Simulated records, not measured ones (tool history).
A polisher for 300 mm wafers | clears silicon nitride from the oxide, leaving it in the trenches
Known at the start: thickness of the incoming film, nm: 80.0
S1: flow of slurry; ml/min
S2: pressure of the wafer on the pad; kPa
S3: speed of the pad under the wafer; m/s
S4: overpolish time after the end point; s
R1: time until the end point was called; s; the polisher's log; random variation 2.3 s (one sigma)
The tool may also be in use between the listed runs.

run	hour	S1	S2	S3	S4	R1
1	0.0	250	20.0	0.80	9	116.50
2	5.4	250	22.1	0.80	9	108.31
3	11.0	250	22.1	0.80	8	105.97
4	16.4	250	21.4	0.80	8	110.28
5	22.8	250	20.7	0.80	8	114.48
6	31.0	250	20.7	0.92	8	100.26
7	36.6	250	19.3	0.92	8	106.22

Run 8 comes next. What will it give?
8	37.9	250	18.6	0.92	8	?

R1: 110.66 s
